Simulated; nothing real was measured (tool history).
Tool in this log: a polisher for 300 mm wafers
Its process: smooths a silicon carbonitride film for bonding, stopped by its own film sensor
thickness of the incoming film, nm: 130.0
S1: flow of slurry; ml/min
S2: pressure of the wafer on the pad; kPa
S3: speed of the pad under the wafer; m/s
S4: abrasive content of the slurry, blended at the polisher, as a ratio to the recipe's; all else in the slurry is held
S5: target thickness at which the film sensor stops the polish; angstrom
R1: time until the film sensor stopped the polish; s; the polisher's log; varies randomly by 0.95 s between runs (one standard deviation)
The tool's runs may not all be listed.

{"run": 1, "hour": 0.0, "S1": 195, "S2": 14.5, "S3": 0.98, "S4": 1, "S5": 1200, "R1": 34.766}
{"run": 2, "hour": 6.5, "S1": 195, "S2": 12.4, "S3": 0.96, "S4": 1, "S5": 1200, "R1": 41.047}
{"run": 3, "hour": 10.9, "S1": 195, "S2": 11, "S3": 0.94, "S4": 1, "S5": 1200, "R1": 48.267}
{"run": 4, "hour": 15.6, "S1": 195, "S2": 14.5, "S3": 0.94, "S4": 1, "S5": 1200, "R1": 35.599}
{"run": 5, "hour": 23.2, "S1": 155, "S2": 14.5, "S3": 0.94, "S4": 1, "S5": 1200, "R1": 37.361}
{"run": 6, "hour": 24.4, "S1": 155, "S2": 13.1, "S3": 0.92, "S4": 1, "S5": 1200, "R1": 41.861}
{"run": 7, "hour": 31.3, "S1": 155, "S2": 12.4, "S3": 0.92, "S4": 1, "S5": 1200, "R1": 42.688}

Run 8, settings as shown, results not yet in. Your forecast:
{"run": 8, "hour": 35.1, "S1": 155, "S2": 8.3, "S3": 0.86, "S4": 1, "S5": 1200, "R1": "?"}

R1: 66.646 s
